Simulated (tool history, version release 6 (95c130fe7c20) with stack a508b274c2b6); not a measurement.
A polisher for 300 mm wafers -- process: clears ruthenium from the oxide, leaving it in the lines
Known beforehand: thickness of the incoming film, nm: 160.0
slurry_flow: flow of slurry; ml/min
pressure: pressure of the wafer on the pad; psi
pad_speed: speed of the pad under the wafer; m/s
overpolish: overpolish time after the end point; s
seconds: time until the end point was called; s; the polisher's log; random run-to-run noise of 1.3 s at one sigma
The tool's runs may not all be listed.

| run | day | slurry_flow | pressure | pad_speed | overpolish | seconds |
|---|---|---|---|---|---|---|
| 1 | 0.000 | 240 | 1.6 | 1.24 | 48 | 117.57 |
| 2 | 0.071 | 285 | 1.6 | 1.24 | 48 | 114.08 |
| 3 | 0.233 | 275 | 1.5 | 1.24 | 48 | 121.38 |
| 4 | 0.554 | 275 | 1.5 | 1.44 | 48 | 106.62 |
| 5 | 0.592 | 270 | 1.4 | 1.44 | 48 | 113.97 |
| 6 | 0.783 | 260 | 1.3 | 1.44 | 48 | 125.36 |
| 7 | 0.904 | 245 | 1.3 | 1.44 | 48 | 123.15 |
| 8 | 1.058 | 245 | 1.2 | 1.44 | 48 | 131.90 |

Predict the results of run 9:
| 9 | 1.388 | 245 | 1.2 | 1.44 | 48 | ? |

Run 9 came out at seconds 131.72 s.

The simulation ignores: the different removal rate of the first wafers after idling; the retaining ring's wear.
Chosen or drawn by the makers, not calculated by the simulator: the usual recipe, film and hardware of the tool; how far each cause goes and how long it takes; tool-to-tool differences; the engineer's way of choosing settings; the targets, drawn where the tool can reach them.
